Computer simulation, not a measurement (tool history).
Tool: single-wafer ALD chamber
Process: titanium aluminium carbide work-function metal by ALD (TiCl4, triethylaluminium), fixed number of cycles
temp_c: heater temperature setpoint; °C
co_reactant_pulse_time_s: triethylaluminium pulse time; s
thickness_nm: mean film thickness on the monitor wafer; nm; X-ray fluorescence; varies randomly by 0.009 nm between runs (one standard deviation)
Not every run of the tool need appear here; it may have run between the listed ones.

run	day	temp_c	co_reactant_pulse_time_s	thickness_nm
1	0	300	10.07	2.0135
2	0.308	300	11.97	2.0083
3	0.533	306	11.97	2.0739
4	0.75	300	10.43	2.0101
5	0.908	296	9.17	1.9385
6	0.971	293	8.91	1.9188
7	1.033	293	8.91	1.9007
8	1.058	290	8.73	1.8674
9	1.108	288	8.6	1.862
10	1.317	286	8.34	1.8424
11	1.617	284	8.09	1.8027
12	1.867	283	8	1.7902
13	2.233	282	7.93	1.7849

The next listed run, before its measurement:
14	2.292	281	7.86	?

thickness_nm: 1.7956 nm
